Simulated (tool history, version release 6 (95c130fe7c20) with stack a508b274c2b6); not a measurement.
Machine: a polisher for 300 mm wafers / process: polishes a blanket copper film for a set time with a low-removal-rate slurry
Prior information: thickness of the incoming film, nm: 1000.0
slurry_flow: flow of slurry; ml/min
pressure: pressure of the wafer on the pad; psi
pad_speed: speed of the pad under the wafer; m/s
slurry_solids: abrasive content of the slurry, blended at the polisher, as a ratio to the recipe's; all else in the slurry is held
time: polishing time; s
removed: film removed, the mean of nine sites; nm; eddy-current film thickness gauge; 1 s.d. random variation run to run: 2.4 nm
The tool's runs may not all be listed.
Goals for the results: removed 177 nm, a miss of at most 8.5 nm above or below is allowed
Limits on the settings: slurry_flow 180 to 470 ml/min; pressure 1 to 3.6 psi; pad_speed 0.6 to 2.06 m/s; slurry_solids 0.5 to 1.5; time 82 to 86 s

run    day  slurry_flow  pressure  pad_speed  slurry_solids  time  removed
  1      0          300       2.3       1.32              1    82   222.33
  2   0.25          300       2.2       1.32              1    82   206.68
  3  0.325          300       2.1       1.32              1    82   207.61
  4  0.417          370       2.1       1.32              1    82    215.1
  5  0.558          305       2.1       1.32              1    82   208.47
  6  0.646          305       2.4       1.32              1    82   232.21
  7  0.896          300       2.3       1.32              1    82   219.43
  8  0.917          295       2.2       1.32              1    82   214.39
  9  1.221          295       2.1       1.32              1    82   207.14
 10  1.462          295         2       1.32              1    82   200.14

Which of these 5 next moves meets every target?
  A  1.704          315       2.3       1.24           0.65    82        ?
  B  1.704          270       2.3       1.44              1    86        ?
  C  1.704          280       2.5       1.32           1.05    83        ?
  D  1.704          285       1.9       1.36           0.95    86        ?
  E  1.704          280       1.7       1.38              1    82        ?

move  removed
   A   195.02
   B   244.13
   C   235.95
   D   196.95
   E   174.76
A: an improvement on the last run, though not all results are within tolerance
B: moves away from the targets compared with the last run
C: moves away from the targets compared with the last run
D: an improvement on the last run, though not all results are within tolerance
E: hits every target within its allowed miss
The move that meets every target is E.
